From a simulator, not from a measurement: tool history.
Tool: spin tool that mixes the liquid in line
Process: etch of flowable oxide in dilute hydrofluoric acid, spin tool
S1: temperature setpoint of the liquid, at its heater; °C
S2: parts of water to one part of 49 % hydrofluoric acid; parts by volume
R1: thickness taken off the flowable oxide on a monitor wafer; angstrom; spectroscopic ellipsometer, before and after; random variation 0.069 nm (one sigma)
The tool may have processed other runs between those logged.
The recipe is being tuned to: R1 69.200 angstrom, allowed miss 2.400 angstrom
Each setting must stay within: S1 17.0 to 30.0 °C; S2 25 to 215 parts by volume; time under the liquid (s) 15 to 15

run 1 hour=0.0 | S1=22.0 S2=120 time_under_the_liquid_(s)=15 | R1=40.921
run 2 hour=7.1 | S1=22.0 S2=160 time_under_the_liquid_(s)=15 | R1=29.598
run 3 hour=10.7 | S1=23.0 S2=155 time_under_the_liquid_(s)=15 | R1=30.904
run 4 hour=14.5 | S1=23.0 S2=155 time_under_the_liquid_(s)=15 | R1=31.711
run 5 hour=22.4 | S1=23.0 S2=115 time_under_the_liquid_(s)=15 | R1=44.810
run 6 hour=30.3 | S1=23.5 S2=110 time_under_the_liquid_(s)=15 | R1=47.917
run 7 hour=39.1 | S1=24.0 S2=110 time_under_the_liquid_(s)=15 | R1=47.438
run 8 hour=42.5 | S1=24.5 S2=105 time_under_the_liquid_(s)=15 | R1=52.805
run 9 hour=46.6 | S1=25.0 S2=105 time_under_the_liquid_(s)=15 | R1=53.061
run 10 hour=50.2 | S1=25.5 S2=105 time_under_the_liquid_(s)=15 | R1=54.251

Pick the move, out of 4, that brings all results within their allowed miss; only one does.
run A hour=53.8 | S1=23.0 S2=70 time_under_the_liquid_(s)=15 | R1=?
run B hour=53.8 | S1=27.0 S2=90 time_under_the_liquid_(s)=15 | R1=?
run C hour=53.8 | S1=25.0 S2=105 time_under_the_liquid_(s)=15 | R1=?
run D hour=53.8 | S1=26.5 S2=95 time_under_the_liquid_(s)=15 | R1=?

move=A R1=77.841
move=B R1=69.188
move=C R1=53.803
move=D R1=63.860
A: the result that was furthest off in the last run now lies on the other side of its target
B: hits every target within its allowed miss
C: just as far off the targets as the last run
D: better than the last run, though not everything is in spec
B meets every target.
